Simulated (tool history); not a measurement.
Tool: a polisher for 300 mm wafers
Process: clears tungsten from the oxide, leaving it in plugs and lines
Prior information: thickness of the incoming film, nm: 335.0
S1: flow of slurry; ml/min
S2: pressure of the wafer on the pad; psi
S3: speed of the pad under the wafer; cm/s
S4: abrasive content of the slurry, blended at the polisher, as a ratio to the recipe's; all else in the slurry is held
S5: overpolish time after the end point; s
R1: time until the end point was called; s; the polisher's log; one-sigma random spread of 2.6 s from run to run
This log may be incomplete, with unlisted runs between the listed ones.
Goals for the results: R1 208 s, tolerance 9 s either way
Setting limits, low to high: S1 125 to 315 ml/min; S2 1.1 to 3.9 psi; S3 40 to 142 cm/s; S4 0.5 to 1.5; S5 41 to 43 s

| run | day | S1 | S2 | S3 | S4 | S5 | R1 |
|---|---|---|---|---|---|---|---|
| 1 | 0 | 205 | 2.5 | 90 | 1 | 41 | 139.63 |
| 2 | 0.379 | 205 | 2.4 | 90 | 1 | 41 | 146.3 |
| 3 | 0.683 | 205 | 2.3 | 90 | 1 | 41 | 151.03 |
| 4 | 0.925 | 205 | 2.3 | 90 | 1 | 43 | 150.34 |
| 5 | 1.179 | 205 | 2.2 | 90 | 1 | 43 | 154.69 |
| 6 | 1.279 | 205 | 2.1 | 90 | 1 | 43 | 162.82 |
| 7 | 1.442 | 205 | 2 | 90 | 1 | 43 | 166.92 |
| 8 | 1.75 | 205 | 1.9 | 90 | 1 | 43 | 173.18 |
| 9 | 1.871 | 205 | 1.6 | 90 | 1 | 43 | 193.91 |

Pick the move, out of 5, that brings all results within their allowed miss; only one does.
| A | 1.992 | 125 | 1.5 | 90 | 1.15 | 41 | ? |
| B | 1.992 | 210 | 1.6 | 94 | 0.95 | 43 | ? |
| C | 1.992 | 185 | 1.4 | 82 | 0.95 | 43 | ? |
| D | 1.992 | 200 | 1.8 | 94 | 1 | 43 | ? |
| E | 1.992 | 225 | 1.2 | 98 | 0.75 | 41 | ? |

| move | R1 |
|---|---|
| A | 206.58 |
| B | 191.16 |
| C | 235.65 |
| D | 174.68 |
| E | 235.37 |
A: all results in spec
B: misses by more than the last run did
C: takes the result that was furthest off past its target
D: misses by more than the last run did
E: takes the result that was furthest off past its target
So the answer is move A, the one that meets all the targets.
